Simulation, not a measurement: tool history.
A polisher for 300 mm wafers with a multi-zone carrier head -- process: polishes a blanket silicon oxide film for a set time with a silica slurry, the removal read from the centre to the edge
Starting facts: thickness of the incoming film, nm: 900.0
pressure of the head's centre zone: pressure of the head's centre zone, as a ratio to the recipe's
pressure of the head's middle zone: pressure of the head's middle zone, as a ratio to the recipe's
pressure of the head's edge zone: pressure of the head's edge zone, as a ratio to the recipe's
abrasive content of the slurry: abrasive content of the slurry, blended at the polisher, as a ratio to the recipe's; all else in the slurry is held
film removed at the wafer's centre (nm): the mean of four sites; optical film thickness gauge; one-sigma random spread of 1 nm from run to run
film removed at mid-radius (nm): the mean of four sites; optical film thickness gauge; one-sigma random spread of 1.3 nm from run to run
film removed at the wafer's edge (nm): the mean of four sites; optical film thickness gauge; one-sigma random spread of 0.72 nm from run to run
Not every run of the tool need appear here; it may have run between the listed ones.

run    day  flow of slurry (ml/min)  pressure of the head's centre zone  pressure of the head's middle zone  pressure of the head's edge zone  abrasive content of the slurry  polishing time (s)  film removed at the wafer's centre (nm)  film removed at mid-radius (nm)  film removed at the wafer's edge (nm)
  1      0                      290                                   1                                   1                                 1                               1                  61                                   131.65                           130.93                                 130.09
  2  0.058                      290                                   1                                0.98                              0.96                            0.85                  61                                   120.26                           115.18                                 117.32
  3    0.3                      290                                   1                                0.98                              0.92                             0.8                  61                                   114.91                            113.1                                 110.12
  4  0.488                      285                                   1                                0.96                              0.89                             0.8                  61                                   113.88                            110.2                                  109.2
  5  0.842                      285                                   1                                   1                              0.89                             0.8                  61                                   115.74                           114.42                                 109.52
  6  0.871                      285                                1.01                                0.98                              0.87                            0.75                  61                                   112.77                           109.71                                 105.12
  7   1.05                      285                                1.01                                0.98                              0.87                            0.75                  61                                   114.22                           109.13                                 104.22

Estimate the outcome of run 8 from the log above:
  8  1.171                      280                                1.01                                0.96                              0.85                            0.75                  61                                        ?                                ?                                      ?

{"run 8": {"film removed at the wafer's centre (nm)": 114.31, "film removed at mid-radius (nm)": 108.45, "film removed at the wafer's edge (nm)": 102.6}}
